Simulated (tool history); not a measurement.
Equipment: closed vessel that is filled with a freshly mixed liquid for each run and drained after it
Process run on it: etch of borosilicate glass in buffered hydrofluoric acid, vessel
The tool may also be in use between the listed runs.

run  hour  temperature setpoint of the liquid (°C)  parts of 40 % ammonium fluoride to one part of 49 % hydrofluoric acid (parts by volume)  time in the liquid (s)  thickness taken off the borosilicate glass on a monitor wafer (nm)
  1     0                                       22                                                                                       10                      85                                                              111.43
  2   5.9                                     21.5                                                                                       10                      85                                                              109.46
  3   7.5                                       21                                                                                       10                      85                                                              107.74
  4  13.8                                       21                                                                                      7.5                      85                                                              137.62
  5  15.7                                     23.5                                                                                      7.5                      85                                                              157.13
  6  21.9                                       22                                                                                        8                      85                                                              135.86
  7    29                                       21                                                                                      8.5                      85                                                              119.09
  8  31.1                                     20.5                                                                                      8.5                      85                                                              117.29
  9  36.6                                     19.5                                                                                      8.5                      85                                                               109.6
 10  44.1                                       19                                                                                      8.5                      85                                                              106.25
 11  52.8                                     18.5                                                                                      8.5                      85                                                              103.75
 12  58.1                                       18                                                                                      8.5                      85                                                              100.77

Estimate the outcome of run 13 from the log above:
 13  62.4                                     17.5                                                                                      8.5                      85                                                                   ?

Run 13 yielded thickness taken off the borosilicate glass on a monitor wafer (nm) 100.21.
